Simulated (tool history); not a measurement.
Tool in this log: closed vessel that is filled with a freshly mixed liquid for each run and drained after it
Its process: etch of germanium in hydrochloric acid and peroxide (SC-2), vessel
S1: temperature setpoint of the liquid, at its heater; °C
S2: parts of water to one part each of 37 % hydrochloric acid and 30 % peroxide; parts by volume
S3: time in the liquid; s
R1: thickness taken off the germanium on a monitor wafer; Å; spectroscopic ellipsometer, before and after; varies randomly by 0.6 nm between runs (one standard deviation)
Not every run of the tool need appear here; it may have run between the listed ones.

| run | hour | S1 | S2 | S3 | R1 |
|---|---|---|---|---|---|
| 1 | 0 | 60 | 7 | 30 | 1014.8 |
| 2 | 6 | 63.5 | 7 | 30 | 1114.8 |
| 3 | 8.3 | 58 | 7 | 30 | 953.71 |
| 4 | 11.3 | 54.5 | 7 | 30 | 854.94 |
| 5 | 17.4 | 52 | 7 | 30 | 771.63 |
| 6 | 19.8 | 52 | 9 | 30 | 770.66 |
| 7 | 23.2 | 51 | 9 | 30 | 763.13 |

Predict the results of run 8:
| 8 | 25 | 46.5 | 9 | 30 | ? |

{"run 8": {"R1": 663.68}}

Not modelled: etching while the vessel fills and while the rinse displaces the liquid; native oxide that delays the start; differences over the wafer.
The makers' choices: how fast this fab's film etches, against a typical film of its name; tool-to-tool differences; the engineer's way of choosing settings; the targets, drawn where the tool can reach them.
